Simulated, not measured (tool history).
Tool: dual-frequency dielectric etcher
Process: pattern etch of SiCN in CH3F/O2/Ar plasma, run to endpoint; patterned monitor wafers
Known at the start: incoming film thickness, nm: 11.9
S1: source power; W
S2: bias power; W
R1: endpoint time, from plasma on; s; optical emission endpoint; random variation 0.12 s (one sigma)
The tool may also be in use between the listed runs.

{"run": 1, "day": 0.0, "S1": 490, "S2": 85, "R1": 29.541}
{"run": 2, "day": 0.162, "S1": 490, "S2": 79, "R1": 30.557}
{"run": 3, "day": 0.254, "S1": 450, "S2": 78, "R1": 31.758}
{"run": 4, "day": 0.542, "S1": 450, "S2": 91, "R1": 29.33}
{"run": 5, "day": 0.621, "S1": 490, "S2": 91, "R1": 28.423}
{"run": 6, "day": 0.808, "S1": 490, "S2": 105, "R1": 26.652}

The next listed run, before its measurement:
{"run": 7, "day": 0.925, "S1": 390, "S2": 88, "R1": "?"}

Run 7 gave R1 31.629 s.
